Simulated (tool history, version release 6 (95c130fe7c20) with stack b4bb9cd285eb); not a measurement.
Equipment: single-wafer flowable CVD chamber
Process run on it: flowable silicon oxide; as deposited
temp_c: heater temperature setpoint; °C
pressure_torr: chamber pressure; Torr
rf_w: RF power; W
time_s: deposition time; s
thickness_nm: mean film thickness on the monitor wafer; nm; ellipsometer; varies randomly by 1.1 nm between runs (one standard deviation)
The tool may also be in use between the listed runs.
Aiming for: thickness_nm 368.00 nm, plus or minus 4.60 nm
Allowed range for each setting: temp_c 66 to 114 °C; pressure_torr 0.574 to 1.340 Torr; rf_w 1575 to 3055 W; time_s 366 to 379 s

run	hour	temp_c	pressure_torr	rf_w	time_s	thickness_nm
1	0.0	90	0.957	2315	366	410.51
2	3.6	85	0.957	2315	366	486.46
3	11.6	80	0.957	2315	366	576.39
4	15.1	80	0.957	2190	366	568.69
5	20.0	80	0.957	2080	366	568.69
6	23.5	85	0.957	2080	366	480.17
7	30.2	88	0.957	2080	366	432.73
8	35.5	94	0.957	2080	366	346.69
9	38.8	93	0.957	2080	366	359.68
10	40.8	92	0.957	2080	366	373.97

Below are 5 possible settings for the next run. Only one of them brings all results inside the allowed miss of their targets. Which is it?
A	42.8	94	1.014	2180	373	?
B	42.8	90	0.877	2600	366	?
C	42.8	92	0.987	1900	366	?
D	42.8	98	1.154	2165	377	?
E	42.8	90	0.867	2145	376	?

move	thickness_nm
A	375.94
B	382.34
C	379.24
D	368.97
E	378.89
A: the biggest miss grows against the last run
B: the biggest miss grows against the last run
C: the biggest miss grows against the last run
D: hits every target within its allowed miss
E: the biggest miss grows against the last run
The right move is D.
